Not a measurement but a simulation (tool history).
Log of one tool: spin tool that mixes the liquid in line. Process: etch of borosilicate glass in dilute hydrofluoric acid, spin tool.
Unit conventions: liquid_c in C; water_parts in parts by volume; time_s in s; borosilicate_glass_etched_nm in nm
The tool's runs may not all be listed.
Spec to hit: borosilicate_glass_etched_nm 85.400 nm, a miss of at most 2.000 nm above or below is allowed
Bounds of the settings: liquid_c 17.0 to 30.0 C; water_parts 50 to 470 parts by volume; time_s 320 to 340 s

run,day,liquid_c,water_parts,time_s,borosilicate_glass_etched_nm
1,0.000,22.0,260,320,28.318
2,0.342,22.0,215,320,36.056
3,0.500,22.0,215,320,35.841
4,0.683,24.0,180,320,48.135
5,1.000,21.0,180,320,42.807
6,1.350,23.5,160,320,53.854
7,1.588,25.5,150,320,63.255
8,1.642,27.0,145,320,69.696
9,1.979,28.0,140,320,74.876
10,2.254,30.0,125,320,92.468

Consider the 4 candidate settings below. Which is the only one whose results all fall within their allowed miss of target?
A,2.529,30.0,140,335,?
B,2.529,29.5,145,340,?
C,2.529,29.0,140,335,?
D,2.529,27.0,130,325,?

move,borosilicate_glass_etched_nm
A,84.456
B,80.741
C,81.435
D,80.010
A: all results land within tolerance of their targets
B: pushes the last run's worst result past its target
C: pushes the last run's worst result past its target
D: pushes the last run's worst result past its target
A meets every target.

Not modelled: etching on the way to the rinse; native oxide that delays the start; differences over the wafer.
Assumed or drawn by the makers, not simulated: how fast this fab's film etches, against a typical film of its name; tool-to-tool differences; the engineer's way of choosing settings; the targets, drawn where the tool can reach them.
